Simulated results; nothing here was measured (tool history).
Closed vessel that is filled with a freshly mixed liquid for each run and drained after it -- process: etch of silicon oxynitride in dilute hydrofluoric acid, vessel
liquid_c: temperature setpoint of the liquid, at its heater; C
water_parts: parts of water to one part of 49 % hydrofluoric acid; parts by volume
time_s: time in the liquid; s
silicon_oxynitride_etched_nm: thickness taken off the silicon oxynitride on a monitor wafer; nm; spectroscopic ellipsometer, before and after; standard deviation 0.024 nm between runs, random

run	hour	liquid_c	water_parts	time_s	silicon_oxynitride_etched_nm
1	0.0	21.0	80	160	8.0718
2	7.8	23.5	80	160	9.0707
3	10.0	23.5	80	160	9.0960
4	11.9	23.5	105	160	6.7798
5	19.8	26.5	105	160	7.8518
6	25.5	26.5	105	175	8.4932
7	30.2	25.0	110	175	7.5732
8	38.9	24.0	115	175	6.8821
9	41.6	23.0	115	175	6.5773

The next listed run, before its measurement:
10	49.5	22.0	115	175	?

{"run 10": {"silicon_oxynitride_etched_nm": 6.2588}}
